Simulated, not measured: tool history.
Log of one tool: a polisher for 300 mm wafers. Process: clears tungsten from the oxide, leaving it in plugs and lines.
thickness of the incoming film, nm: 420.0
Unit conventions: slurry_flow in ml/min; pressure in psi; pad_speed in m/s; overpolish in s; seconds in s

run 1 hour=0.0 | slurry_flow=150 pressure=2.3 pad_speed=1.06 slurry_solids=1.00 overpolish=3 | seconds=180.07
run 2 hour=5.0 | slurry_flow=150 pressure=2.3 pad_speed=1.06 slurry_solids=1.15 overpolish=3 | seconds=178.81
run 3 hour=8.8 | slurry_flow=150 pressure=2.1 pad_speed=1.04 slurry_solids=1.15 overpolish=3 | seconds=184.67
run 4 hour=13.9 | slurry_flow=170 pressure=2.1 pad_speed=1.04 slurry_solids=1.15 overpolish=3 | seconds=181.19
run 5 hour=19.1 | slurry_flow=160 pressure=1.8 pad_speed=1.02 slurry_solids=1.15 overpolish=3 | seconds=208.68
run 6 hour=21.8 | slurry_flow=150 pressure=1.8 pad_speed=1.02 slurry_solids=1.15 overpolish=3 | seconds=207.21
run 7 hour=25.5 | slurry_flow=150 pressure=1.6 pad_speed=1.00 slurry_solids=1.15 overpolish=3 | seconds=223.35

What does the tool deliver on the next run?
run 8 hour=30.8 | slurry_flow=150 pressure=1.5 pad_speed=1.00 slurry_solids=1.15 overpolish=3 | seconds=?

{"run 8": {"seconds": 225.32}}
